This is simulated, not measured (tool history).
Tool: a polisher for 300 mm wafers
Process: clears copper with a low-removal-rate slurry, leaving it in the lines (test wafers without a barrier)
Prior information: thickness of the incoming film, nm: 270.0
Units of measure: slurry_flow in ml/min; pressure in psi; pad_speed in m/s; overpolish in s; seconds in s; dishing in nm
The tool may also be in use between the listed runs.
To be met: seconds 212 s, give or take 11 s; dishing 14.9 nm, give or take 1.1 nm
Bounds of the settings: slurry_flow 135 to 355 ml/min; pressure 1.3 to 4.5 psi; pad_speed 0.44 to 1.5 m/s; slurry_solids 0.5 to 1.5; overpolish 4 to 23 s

run	hour	slurry_flow	pressure	pad_speed	slurry_solids	overpolish	seconds	dishing
1	0	225	2.9	0.96	1	12	93.308	22.442
2	8.5	225	2.9	0.96	0.85	12	96.627	21.746
3	12.5	225	2.4	0.96	0.85	12	117.42	18.664
4	14.2	245	2.4	0.96	0.85	12	120.48	19.296
5	22.8	255	2.1	0.94	0.85	12	135.79	16.236
6	24.2	305	2.1	0.94	0.85	12	132.89	16.953
7	25.5	305	1.9	0.9	0.85	13	153.34	15.828
8	26.7	305	1.7	0.88	0.85	14	175	14.378
9	31.9	305	1.6	0.88	0.85	15	183.67	14.77
10	36.2	305	1.5	0.88	0.85	16	197.79	15.151

Which one of the following 4 next-run settings gets every result inside its allowed miss? There is exactly one.
A	40.5	310	1.3	0.94	0.9	17	?	?
B	40.5	325	1.3	1.1	0.7	16	?	?
C	40.5	305	1.8	0.8	0.95	15	?	?
D	40.5	305	1.5	0.92	0.85	15	?	?

move	seconds	dishing
A	210.93	15.428
B	193.13	15.82
C	178.92	16.151
D	191.36	15.106
A: all results in spec
B: its largest miss is bigger than the last run's
C: its largest miss is bigger than the last run's
D: its largest miss is bigger than the last run's
A meets every target.

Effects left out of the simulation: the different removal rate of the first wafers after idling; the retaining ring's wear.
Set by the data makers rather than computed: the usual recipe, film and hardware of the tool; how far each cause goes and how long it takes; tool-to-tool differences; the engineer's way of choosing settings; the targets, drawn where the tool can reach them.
